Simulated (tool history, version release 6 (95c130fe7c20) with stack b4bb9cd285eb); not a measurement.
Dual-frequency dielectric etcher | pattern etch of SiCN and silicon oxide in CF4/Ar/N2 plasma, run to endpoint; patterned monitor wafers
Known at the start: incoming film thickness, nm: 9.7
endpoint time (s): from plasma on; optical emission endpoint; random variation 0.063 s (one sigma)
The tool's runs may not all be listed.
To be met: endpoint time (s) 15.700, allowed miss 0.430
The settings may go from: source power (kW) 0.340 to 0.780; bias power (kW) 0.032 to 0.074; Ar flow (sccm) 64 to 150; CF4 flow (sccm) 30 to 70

run 1 hour=0.0 | source_power_(kW)=0.560 bias_power_(kW)=0.053 Ar_flow_(sccm)=107 CF4_flow_(sccm)=50 | endpoint_time_(s)=10.328
run 2 hour=6.8 | source_power_(kW)=0.460 bias_power_(kW)=0.053 Ar_flow_(sccm)=107 CF4_flow_(sccm)=50 | endpoint_time_(s)=12.729
run 3 hour=15.0 | source_power_(kW)=0.430 bias_power_(kW)=0.053 Ar_flow_(sccm)=107 CF4_flow_(sccm)=50 | endpoint_time_(s)=13.724
run 4 hour=16.4 | source_power_(kW)=0.430 bias_power_(kW)=0.053 Ar_flow_(sccm)=107 CF4_flow_(sccm)=44 | endpoint_time_(s)=14.250
run 5 hour=24.4 | source_power_(kW)=0.430 bias_power_(kW)=0.053 Ar_flow_(sccm)=107 CF4_flow_(sccm)=49 | endpoint_time_(s)=13.768
run 6 hour=30.0 | source_power_(kW)=0.410 bias_power_(kW)=0.053 Ar_flow_(sccm)=107 CF4_flow_(sccm)=49 | endpoint_time_(s)=14.442
run 7 hour=38.8 | source_power_(kW)=0.400 bias_power_(kW)=0.053 Ar_flow_(sccm)=107 CF4_flow_(sccm)=49 | endpoint_time_(s)=14.933
run 8 hour=44.8 | source_power_(kW)=0.370 bias_power_(kW)=0.053 Ar_flow_(sccm)=107 CF4_flow_(sccm)=49 | endpoint_time_(s)=16.332

5 next moves are on the table. One of them brings every result within its allowed miss. Which?
run A hour=50.8 | source_power_(kW)=0.400 bias_power_(kW)=0.055 Ar_flow_(sccm)=121 CF4_flow_(sccm)=42 | endpoint_time_(s)=?
run B hour=50.8 | source_power_(kW)=0.340 bias_power_(kW)=0.058 Ar_flow_(sccm)=106 CF4_flow_(sccm)=53 | endpoint_time_(s)=?
run C hour=50.8 | source_power_(kW)=0.380 bias_power_(kW)=0.045 Ar_flow_(sccm)=100 CF4_flow_(sccm)=47 | endpoint_time_(s)=?
run D hour=50.8 | source_power_(kW)=0.380 bias_power_(kW)=0.045 Ar_flow_(sccm)=90 CF4_flow_(sccm)=40 | endpoint_time_(s)=?
run E hour=50.8 | source_power_(kW)=0.360 bias_power_(kW)=0.047 Ar_flow_(sccm)=118 CF4_flow_(sccm)=50 | endpoint_time_(s)=?

move=A endpoint_time_(s)=15.800
move=B endpoint_time_(s)=17.064
move=C endpoint_time_(s)=16.395
move=D endpoint_time_(s)=16.891
move=E endpoint_time_(s)=17.541
A: meets every target
B: further off than the last run
C: further off than the last run
D: further off than the last run
E: further off than the last run
Answer: A
